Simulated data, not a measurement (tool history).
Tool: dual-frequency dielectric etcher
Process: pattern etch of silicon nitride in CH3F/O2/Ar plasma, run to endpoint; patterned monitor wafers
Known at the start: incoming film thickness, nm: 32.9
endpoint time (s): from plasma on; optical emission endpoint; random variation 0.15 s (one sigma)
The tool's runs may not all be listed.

run,hour,source power (kW),bias power (kW),endpoint time (s)
1,0,0.48,0.072,42.072
2,0.5,0.52,0.072,40.775
3,9.5,0.52,0.077,39.705
4,13.1,0.56,0.079,38.125
5,21.9,0.51,0.079,39.277
6,25.5,0.51,0.071,41.578
7,30.4,0.61,0.085,35.867
8,36.6,0.62,0.086,35.157

The next listed run, before its measurement:
9,40.8,0.63,0.086,?

Run 9 gave endpoint time (s) 34.819.
